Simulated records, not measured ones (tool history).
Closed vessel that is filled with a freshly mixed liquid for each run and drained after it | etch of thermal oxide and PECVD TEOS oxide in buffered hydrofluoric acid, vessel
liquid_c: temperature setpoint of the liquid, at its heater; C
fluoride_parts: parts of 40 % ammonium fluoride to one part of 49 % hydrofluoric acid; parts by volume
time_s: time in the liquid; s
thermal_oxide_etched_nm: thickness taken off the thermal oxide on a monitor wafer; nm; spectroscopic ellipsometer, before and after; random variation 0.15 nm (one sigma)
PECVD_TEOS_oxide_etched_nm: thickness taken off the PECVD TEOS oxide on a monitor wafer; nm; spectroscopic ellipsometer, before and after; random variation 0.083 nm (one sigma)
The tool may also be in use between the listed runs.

run	hour	liquid_c	fluoride_parts	time_s	thermal_oxide_etched_nm	PECVD_TEOS_oxide_etched_nm
1	0	22	15.5	60	38.283	49.612
2	1.4	21	17	60	32.895	42.851
3	8.2	23.5	17	60	37.147	49.291
4	11.2	22	17	60	35.034	45.285
# hour 12.5: hydrofluoric acid flow meter replaced
5	12.5	21	18	60	32.788	43.048
6	20.1	20	19	60	29.511	38.442
7	24.6	17	24	60	20.798	27.292

The next listed run, before its measurement:
8	28.4	17	25	60	?	?

thermal_oxide_etched_nm: 20.565 nm
PECVD_TEOS_oxide_etched_nm: 26.437 nm

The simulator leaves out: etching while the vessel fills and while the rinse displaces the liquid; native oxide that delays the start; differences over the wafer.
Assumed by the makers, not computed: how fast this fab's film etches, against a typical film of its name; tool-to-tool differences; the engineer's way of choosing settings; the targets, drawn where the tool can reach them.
